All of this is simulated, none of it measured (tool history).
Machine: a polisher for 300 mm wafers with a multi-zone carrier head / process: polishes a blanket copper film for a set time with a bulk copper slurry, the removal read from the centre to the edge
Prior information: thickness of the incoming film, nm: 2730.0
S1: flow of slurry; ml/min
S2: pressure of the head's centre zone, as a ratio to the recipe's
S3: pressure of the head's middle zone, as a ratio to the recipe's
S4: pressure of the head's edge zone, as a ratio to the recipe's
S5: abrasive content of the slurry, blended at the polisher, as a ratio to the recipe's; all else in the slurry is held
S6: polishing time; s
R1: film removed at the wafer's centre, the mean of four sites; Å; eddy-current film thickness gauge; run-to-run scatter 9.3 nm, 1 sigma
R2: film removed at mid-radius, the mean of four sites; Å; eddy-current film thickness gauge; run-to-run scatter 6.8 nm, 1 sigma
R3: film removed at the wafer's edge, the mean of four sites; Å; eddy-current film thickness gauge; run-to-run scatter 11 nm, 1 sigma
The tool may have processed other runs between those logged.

{"run": 1, "hour": 0.0, "S1": 210, "S2": 1, "S3": 1, "S4": 1, "S5": 1, "S6": 89, "R1": 9163.6, "R2": 9513.3, "R3": 9971.2}
{"run": 2, "hour": 2.9, "S1": 210, "S2": 1, "S3": 1, "S4": 1.05, "S5": 1, "S6": 89, "R1": 9346.3, "R2": 9627.4, "R3": 9833}
{"run": 3, "hour": 4.0, "S1": 210, "S2": 1, "S3": 1, "S4": 1.05, "S5": 0.8, "S6": 89, "R1": 8745.5, "R2": 8968.1, "R3": 9351.8}
{"run": 4, "hour": 5.6, "S1": 210, "S2": 1, "S3": 1.05, "S4": 1.05, "S5": 0.8, "S6": 89, "R1": 8741.4, "R2": 9393.3, "R3": 9296}
{"hour": 8.2, "done": "centre zone pressure recalibrated"}
{"run": 5, "hour": 8.2, "S1": 200, "S2": 0.98, "S3": 0.99, "S4": 1.05, "S5": 0.75, "S6": 89, "R1": 8813.5, "R2": 8652, "R3": 9312.9}
{"run": 6, "hour": 8.8, "S1": 200, "S2": 0.93, "S3": 0.97, "S4": 1.05, "S5": 0.7, "S6": 87, "R1": 8178.7, "R2": 8305.8, "R3": 8792.2}

What does the tool deliver on the next run?
{"run": 7, "hour": 9.8, "S1": 185, "S2": 0.89, "S3": 0.93, "S4": 1.08, "S5": 0.7, "S6": 86, "R1": "?", "R2": "?", "R3": "?"}

For run 7 the tool returned R1 7627 Å, R2 7885 Å, R3 8955.4 Å.

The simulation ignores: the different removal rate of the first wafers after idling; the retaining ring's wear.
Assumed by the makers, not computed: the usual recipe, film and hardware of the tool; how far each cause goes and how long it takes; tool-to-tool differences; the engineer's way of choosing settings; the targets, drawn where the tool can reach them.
